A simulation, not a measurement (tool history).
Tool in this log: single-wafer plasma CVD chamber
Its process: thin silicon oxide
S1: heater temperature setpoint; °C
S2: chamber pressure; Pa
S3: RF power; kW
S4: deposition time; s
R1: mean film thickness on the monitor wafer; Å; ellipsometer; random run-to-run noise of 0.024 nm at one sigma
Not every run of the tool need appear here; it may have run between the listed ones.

run	hour	S1	S2	S3	S4	R1
1	0.0	415	77.3	0.210	8.90	102.650
2	0.8	415	73.6	0.210	8.90	96.883
3	6.3	415	70.8	0.210	8.90	93.737
4	12.4	421	70.8	0.210	8.90	93.718
5	12.9	417	70.8	0.210	8.90	93.914
6	18.5	417	70.8	0.210	8.90	93.989
7	19.3	417	68.1	0.210	8.90	90.210
8	20.3	417	56.5	0.210	8.90	74.709
9	25.9	417	57.1	0.210	8.90	75.602

The next listed run, before its measurement:
10	29.0	417	57.5	0.210	8.90	?

R1: 76.367 Å
